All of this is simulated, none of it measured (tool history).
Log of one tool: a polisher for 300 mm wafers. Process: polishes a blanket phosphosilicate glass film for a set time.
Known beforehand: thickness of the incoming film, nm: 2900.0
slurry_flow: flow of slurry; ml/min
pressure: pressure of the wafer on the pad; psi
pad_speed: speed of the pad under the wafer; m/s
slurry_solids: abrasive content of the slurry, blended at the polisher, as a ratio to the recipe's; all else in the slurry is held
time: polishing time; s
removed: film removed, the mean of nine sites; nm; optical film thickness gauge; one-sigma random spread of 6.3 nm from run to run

{"run": 1, "hour": 0.0, "slurry_flow": 140, "pressure": 4.0, "pad_speed": 1.18, "slurry_solids": 1.0, "time": 98, "removed": 1030.8}
{"run": 2, "hour": 6.6, "slurry_flow": 135, "pressure": 3.6, "pad_speed": 1.18, "slurry_solids": 1.0, "time": 98, "removed": 936.47}
{"run": 3, "hour": 12.6, "slurry_flow": 115, "pressure": 3.6, "pad_speed": 1.18, "slurry_solids": 1.0, "time": 98, "removed": 890.87}
{"run": 4, "hour": 16.7, "slurry_flow": 115, "pressure": 4.6, "pad_speed": 1.18, "slurry_solids": 1.0, "time": 98, "removed": 1123.1}
{"run": 5, "hour": 19.3, "slurry_flow": 110, "pressure": 4.1, "pad_speed": 1.18, "slurry_solids": 1.0, "time": 98, "removed": 1005.5}
{"run": 6, "hour": 23.4, "slurry_flow": 110, "pressure": 4.1, "pad_speed": 1.06, "slurry_solids": 1.0, "time": 98, "removed": 913.9}
{"run": 7, "hour": 30.5, "slurry_flow": 105, "pressure": 3.8, "pad_speed": 1.06, "slurry_solids": 1.0, "time": 98, "removed": 837.33}
{"run": 8, "hour": 31.4, "slurry_flow": 100, "pressure": 3.6, "pad_speed": 1.06, "slurry_solids": 1.0, "time": 98, "removed": 782.76}
{"run": 9, "hour": 36.2, "slurry_flow": 95, "pressure": 3.5, "pad_speed": 1.06, "slurry_solids": 1.0, "time": 98, "removed": 768.4}

What does the tool deliver on the next run?
{"run": 10, "hour": 40.9, "slurry_flow": 95, "pressure": 3.4, "pad_speed": 1.06, "slurry_solids": 1.0, "time": 98, "removed": "?"}

{"run 10": {"removed": 733.67}}

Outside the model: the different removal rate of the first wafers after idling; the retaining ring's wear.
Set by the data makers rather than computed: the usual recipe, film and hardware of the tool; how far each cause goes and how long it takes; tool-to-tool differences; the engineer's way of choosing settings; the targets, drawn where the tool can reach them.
